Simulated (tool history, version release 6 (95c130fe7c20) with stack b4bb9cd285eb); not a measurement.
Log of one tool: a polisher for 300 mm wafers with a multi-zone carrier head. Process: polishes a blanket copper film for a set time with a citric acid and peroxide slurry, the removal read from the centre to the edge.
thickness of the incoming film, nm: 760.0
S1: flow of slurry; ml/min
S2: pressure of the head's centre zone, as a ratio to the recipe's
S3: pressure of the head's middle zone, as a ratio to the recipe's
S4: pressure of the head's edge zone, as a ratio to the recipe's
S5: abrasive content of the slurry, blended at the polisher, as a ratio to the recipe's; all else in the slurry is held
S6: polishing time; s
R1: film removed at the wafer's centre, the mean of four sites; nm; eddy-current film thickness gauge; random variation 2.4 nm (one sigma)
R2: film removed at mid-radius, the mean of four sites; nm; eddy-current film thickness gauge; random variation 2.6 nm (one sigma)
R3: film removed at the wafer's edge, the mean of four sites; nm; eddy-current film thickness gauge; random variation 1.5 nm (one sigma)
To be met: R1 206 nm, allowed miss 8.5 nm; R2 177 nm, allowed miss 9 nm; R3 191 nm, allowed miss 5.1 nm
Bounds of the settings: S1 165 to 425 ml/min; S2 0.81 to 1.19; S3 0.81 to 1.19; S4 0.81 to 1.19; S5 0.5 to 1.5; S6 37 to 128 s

run 1 hour=0 | S1=275 S2=1 S3=1 S4=1 S5=1 S6=82 | R1=149.04 R2=144.41 R3=139.65
run 2 hour=1 | S1=275 S2=1.08 S3=1 S4=1 S5=1 S6=82 | R1=162.96 R2=141.83 R3=140.9
run 3 hour=10.1 | S1=225 S2=1.08 S3=1 S4=1 S5=1 S6=82 | R1=158.89 R2=140.57 R3=138.61
run 4 hour=15.3 | S1=225 S2=1.12 S3=1 S4=1 S5=1 S6=82 | R1=164.17 R2=138.44 R3=136.38
run 5 hour=17.1 | S1=265 S2=1.12 S3=1 S4=1 S5=1 S6=82 | R1=166.08 R2=141.18 R3=140.42
run 6 hour=21.6 | S1=265 S2=1.12 S3=1 S4=0.97 S5=1 S6=82 | R1=166.46 R2=140.74 R3=138.19
run 7 hour=29 | S1=285 S2=1.11 S3=1 S4=1.03 S5=1.15 S6=85 | R1=175.55 R2=153.4 R3=154.54
run 8 hour=33.9 | S1=300 S2=1.13 S3=1 S4=1.07 S5=1.25 S6=86 | R1=188.02 R2=154.93 R3=160.58

Which of these 5 next moves meets every target?
run A hour=38.8 | S1=285 S2=1.06 S3=0.93 S4=1.07 S5=1.25 S6=102 | R1=? R2=? R3=?
run B hour=38.8 | S1=265 S2=1.17 S3=0.9 S4=1.13 S5=1.2 S6=93 | R1=? R2=? R3=?
run C hour=38.8 | S1=305 S2=1.11 S3=0.96 S4=1.1 S5=1.2 S6=81 | R1=? R2=? R3=?
run D hour=38.8 | S1=320 S2=1 S3=0.99 S4=1.18 S5=1.4 S6=92 | R1=? R2=? R3=?
run E hour=38.8 | S1=270 S2=1.11 S3=0.87 S4=1.19 S5=1.25 S6=96 | R1=? R2=? R3=?

move=A R1=207.84 R2=172.58 R3=190.76
move=B R1=205.69 R2=150.67 R3=176.29
move=C R1=172.72 R2=140.3 R3=153.01
move=D R1=183.45 R2=169.68 R3=186.76
move=E R1=203.53 R2=153.04 R3=188.91
A: meets every target
B: nearer than the last run, and not there yet
C: further off than the last run
D: brings the result that was furthest off to its target, and leaves another outside
E: brings the result that was furthest off to its target, and leaves another outside
The right move is A.
